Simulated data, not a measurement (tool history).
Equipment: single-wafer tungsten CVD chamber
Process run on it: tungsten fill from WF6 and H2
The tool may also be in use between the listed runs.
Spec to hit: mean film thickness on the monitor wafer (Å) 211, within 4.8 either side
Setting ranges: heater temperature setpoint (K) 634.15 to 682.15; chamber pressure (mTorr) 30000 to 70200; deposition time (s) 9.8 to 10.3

run,hour,heater temperature setpoint (K),chamber pressure (mTorr),deposition time (s),mean film thickness on the monitor wafer (Å)
1,0,658.15,50100,10.3,280.4
2,1.3,650.15,50100,10.3,240.88
3,5.5,648.15,50000,10.3,235.15
4,9.5,653.15,50000,10.3,257.41
5,13.8,647.15,50000,10.3,228.86
6,15.6,646.15,49900,10.3,226.14
7,22.1,645.15,49800,10.3,221.92
8,22.8,644.15,49700,10.3,214.17

Exercise: of the 4 proposed moves below, exactly one satisfies all targets within the stated allowed misses. Which move is it?
A,23.5,642.15,55700,10.3,?
B,23.5,644.15,52700,10.3,?
C,23.5,646.15,54300,9.9,?
D,23.5,647.15,45800,9.8,?

move,mean film thickness on the monitor wafer (Å)
A,219.61
B,223.06
C,224.92
D,212.3
A: moves away from the targets compared with the last run
B: moves away from the targets compared with the last run
C: moves away from the targets compared with the last run
D: meets every target
Correct choice: D, which meets every target
